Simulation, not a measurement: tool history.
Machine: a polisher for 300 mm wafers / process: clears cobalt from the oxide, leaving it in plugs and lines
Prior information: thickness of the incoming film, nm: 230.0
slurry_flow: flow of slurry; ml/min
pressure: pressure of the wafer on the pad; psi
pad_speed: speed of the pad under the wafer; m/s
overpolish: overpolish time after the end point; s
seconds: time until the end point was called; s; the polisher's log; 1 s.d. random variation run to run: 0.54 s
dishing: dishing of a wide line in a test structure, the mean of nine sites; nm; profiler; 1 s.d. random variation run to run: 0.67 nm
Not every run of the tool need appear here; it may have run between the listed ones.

| run | day | slurry_flow | pressure | pad_speed | overpolish | seconds | dishing |
|---|---|---|---|---|---|---|---|
| 1 | 0.000 | 260 | 2.0 | 1.20 | 22 | 47.015 | 55.591 |
| 2 | 0.208 | 260 | 2.2 | 1.22 | 21 | 40.952 | 55.118 |
| 3 | 0.500 | 260 | 2.3 | 1.24 | 22 | 39.506 | 57.606 |
| 4 | 0.554 | 260 | 2.5 | 1.26 | 22 | 36.487 | 60.823 |
| 5 | 0.825 | 260 | 2.5 | 1.46 | 22 | 31.827 | 61.550 |
| 6 | 1.104 | 260 | 2.5 | 1.24 | 22 | 36.121 | 59.277 |
| 7 | 1.396 | 260 | 2.5 | 1.24 | 22 | 37.877 | 59.791 |

Expected results for the next run?
| 8 | 1.683 | 260 | 2.6 | 1.26 | 21 | ? | ? |

Run 8 measured seconds 33.383 s, dishing 58.656 nm.
